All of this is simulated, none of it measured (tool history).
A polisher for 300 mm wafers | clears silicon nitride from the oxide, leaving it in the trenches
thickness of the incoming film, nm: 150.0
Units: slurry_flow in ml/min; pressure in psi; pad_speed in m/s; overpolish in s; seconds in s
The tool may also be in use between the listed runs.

run  hour  slurry_flow  pressure  pad_speed  overpolish  seconds
  1     0          285       2.9        1.3          27   114.83
  2   3.7          355       2.9        1.3          27   112.68
  3  10.7          355       2.2        1.3          27    150.4
  4  17.7          295       2.2        1.3          27   148.47
  5  24.5          295       2.6        1.3          27   129.51
  6  25.3          295       2.3        1.3          27   143.19
  7  29.9          295       2.7       1.32          27   124.67
  8  37.7          295         3       1.34          27   107.55
  9  41.2          295         3       1.34          27   108.85
 10  46.8          295       3.2       1.34          27   101.35
 11  53.6          295       3.4       1.34          27   95.039
 12  54.8          295       3.6       1.36          27   87.911
 13  63.7          300       4.4       1.44          27   68.078

Forecast run 14:
 14    67          300       4.4       1.46          27        ?

seconds: 69.359 s
